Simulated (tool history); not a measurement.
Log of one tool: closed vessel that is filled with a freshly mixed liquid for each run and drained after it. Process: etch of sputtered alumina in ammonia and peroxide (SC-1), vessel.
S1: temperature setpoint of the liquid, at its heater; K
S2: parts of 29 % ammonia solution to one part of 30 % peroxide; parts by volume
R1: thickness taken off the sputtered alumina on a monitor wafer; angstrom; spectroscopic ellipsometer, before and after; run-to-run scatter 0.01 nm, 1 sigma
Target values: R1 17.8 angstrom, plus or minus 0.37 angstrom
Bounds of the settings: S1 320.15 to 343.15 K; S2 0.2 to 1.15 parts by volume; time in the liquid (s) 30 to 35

Run 1, hour 0: S1 336.15 K, S2 0.65 parts by volume, time in the liquid (s) 35. Result: R1 23.92 angstrom.
Run 2, hour 6.1: S1 332.65 K, S2 0.65 parts by volume, time in the liquid (s) 35. Result: R1 20.022 angstrom.
Run 3, hour 7: S1 332.65 K, S2 0.65 parts by volume, time in the liquid (s) 30. Result: R1 17.052 angstrom.
Run 4, hour 14.8: S1 332.65 K, S2 0.65 parts by volume, time in the liquid (s) 35. Result: R1 20.048 angstrom.
Run 5, hour 18.5: S1 327.15 K, S2 0.65 parts by volume, time in the liquid (s) 35. Result: R1 14.664 angstrom.
Run 6, hour 23.2: S1 320.15 K, S2 0.65 parts by volume, time in the liquid (s) 35. Result: R1 10.1 angstrom.
At hour 30.6: thermometer replaced.
Run 7, hour 30.6: S1 323.15 K, S2 0.65 parts by volume, time in the liquid (s) 35. Result: R1 13.478 angstrom.
Run 8, hour 33: S1 325.15 K, S2 0.65 parts by volume, time in the liquid (s) 35. Result: R1 15.139 angstrom.

4 candidate next runs follow, results not yet known. Just one meets every target within its allowed miss. Identify it.
Run A, hour 35.4: S1 332.15 K, S2 0.65 parts by volume, time in the liquid (s) 30. Result: R1 ?.
Run B, hour 35.4: S1 328.15 K, S2 0.7 parts by volume, time in the liquid (s) 35. Result: R1 ?.
Run C, hour 35.4: S1 332.15 K, S2 0.75 parts by volume, time in the liquid (s) 30. Result: R1 ?.
Run D, hour 35.4: S1 323.15 K, S2 0.75 parts by volume, time in the liquid (s) 30. Result: R1 ?.

move      R1
   A  18.564
   B  17.688
   C  18.816
   D  11.649
A: pushes the last run's worst result past its target
B: all results land within tolerance of their targets
C: pushes the last run's worst result past its target
D: the biggest miss grows against the last run
B is the move that brings every result within its allowed miss.
